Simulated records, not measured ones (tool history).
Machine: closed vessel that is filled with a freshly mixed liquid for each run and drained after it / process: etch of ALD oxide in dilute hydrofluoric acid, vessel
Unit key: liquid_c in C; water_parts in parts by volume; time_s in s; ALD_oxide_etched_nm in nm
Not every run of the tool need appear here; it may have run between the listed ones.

run	hour	liquid_c	water_parts	time_s	ALD_oxide_etched_nm
1	0	20	240	30	1.5336
2	4.5	20	200	30	1.9004
3	8.6	19.5	205	30	1.8356
4	12.1	17.5	205	30	1.7137
5	19.7	17.5	205	30	1.6898
6	25.9	17.5	155	30	2.3725
7	32.2	17.5	165	30	2.187

For run 8, what comes out?
8	39.9	17.5	175	30	?

ALD_oxide_etched_nm: 2.0601 nm
